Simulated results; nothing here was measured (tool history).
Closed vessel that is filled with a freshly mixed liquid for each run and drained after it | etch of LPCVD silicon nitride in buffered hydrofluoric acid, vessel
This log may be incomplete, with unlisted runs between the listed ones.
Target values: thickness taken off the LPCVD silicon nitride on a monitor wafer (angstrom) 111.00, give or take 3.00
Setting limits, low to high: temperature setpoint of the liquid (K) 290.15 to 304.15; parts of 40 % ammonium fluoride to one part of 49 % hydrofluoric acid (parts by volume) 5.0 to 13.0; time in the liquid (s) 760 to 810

run  hour  temperature setpoint of the liquid (K)  parts of 40 % ammonium fluoride to one part of 49 % hydrofluoric acid (parts by volume)  time in the liquid (s)  thickness taken off the LPCVD silicon nitride on a monitor wafer (angstrom)
  1   0.0                                  296.15                                                                                      8.0                     760                                                                       138.27
  2   8.8                                  295.65                                                                                      8.0                     760                                                                       134.84
  3  12.4                                  298.65                                                                                      8.0                     760                                                                       160.76
  4  15.8                                  298.65                                                                                      8.0                     810                                                                       169.34
  5  23.3                                  297.15                                                                                      8.0                     810                                                                       155.97
  6  25.1                                  296.15                                                                                      8.0                     810                                                                       148.30
  7  30.0                                  295.15                                                                                      8.0                     810                                                                       138.70
  8  33.6                                  294.65                                                                                      8.0                     810                                                                       135.55
  9  35.2                                  294.15                                                                                      8.0                     810                                                                       131.13

Exactly one of the 4 candidate moves below puts every result within its allowed miss. Which one?
  A  36.8                                  291.15                                                                                      7.5                     810                                                                            ?
  B  36.8                                  292.15                                                                                      7.5                     770                                                                            ?
  C  36.8                                  293.15                                                                                      8.0                     760                                                                            ?
  D  36.8                                  290.15                                                                                      7.5                     785                                                                            ?

move  thickness taken off the LPCVD silicon nitride on a monitor wafer (angstrom)
   A                                                                       120.09
   B                                                                       120.80
   C                                                                       117.60
   D                                                                       109.95
A: gains on the last run, yet a result remains outside its allowed miss
B: gains on the last run, yet a result remains outside its allowed miss
C: gains on the last run, yet a result remains outside its allowed miss
D: hits every target within its allowed miss
So the answer is move D, the one that meets all the targets.
